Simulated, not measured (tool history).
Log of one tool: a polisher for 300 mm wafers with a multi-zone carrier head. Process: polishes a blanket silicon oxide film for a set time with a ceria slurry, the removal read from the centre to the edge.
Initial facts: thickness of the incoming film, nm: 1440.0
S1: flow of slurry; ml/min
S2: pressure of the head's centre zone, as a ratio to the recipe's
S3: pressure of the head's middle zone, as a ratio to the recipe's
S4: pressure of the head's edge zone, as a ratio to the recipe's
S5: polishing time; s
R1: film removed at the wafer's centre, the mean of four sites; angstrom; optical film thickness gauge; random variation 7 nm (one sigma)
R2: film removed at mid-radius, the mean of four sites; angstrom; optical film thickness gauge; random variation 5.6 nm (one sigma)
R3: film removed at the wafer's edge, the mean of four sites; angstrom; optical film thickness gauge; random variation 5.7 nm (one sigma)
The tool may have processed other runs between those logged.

run	day	S1	S2	S3	S4	S5	R1	R2	R3
1	0.000	140	1.00	1.00	1.00	53	3275.1	3312.3	3285.8
2	0.188	165	1.00	1.00	1.00	53	3312.5	3420.1	3371.3
3	0.442	165	1.00	1.00	0.92	53	3358.5	3386.0	3236.1
4	0.479	170	1.01	1.01	0.93	55	3540.1	3521.1	3341.1
5	0.683	170	1.02	1.02	0.94	57	3668.3	3773.9	3464.4
6	0.892	170	1.03	1.02	0.95	59	3906.4	3781.7	3644.3
7	0.938	175	1.04	1.03	0.95	60	3920.6	4028.8	3641.5
8	1.229	175	1.05	1.03	0.95	61	4051.5	4058.1	3762.2
9	1.546	175	1.05	1.03	0.95	61	4066.4	4090.4	3781.1
10	1.904	175	1.06	1.03	0.95	62	4088.3	4126.3	3809.1
11	2.175	175	1.07	1.03	0.95	63	4359.1	4204.6	3880.6

For run 12, what comes out?
12	2.400	200	1.10	1.12	1.05	68	?	?	?

Run 12 yielded R1 4722.6 angstrom, R2 4915.7 angstrom, R3 4492.3 angstrom.

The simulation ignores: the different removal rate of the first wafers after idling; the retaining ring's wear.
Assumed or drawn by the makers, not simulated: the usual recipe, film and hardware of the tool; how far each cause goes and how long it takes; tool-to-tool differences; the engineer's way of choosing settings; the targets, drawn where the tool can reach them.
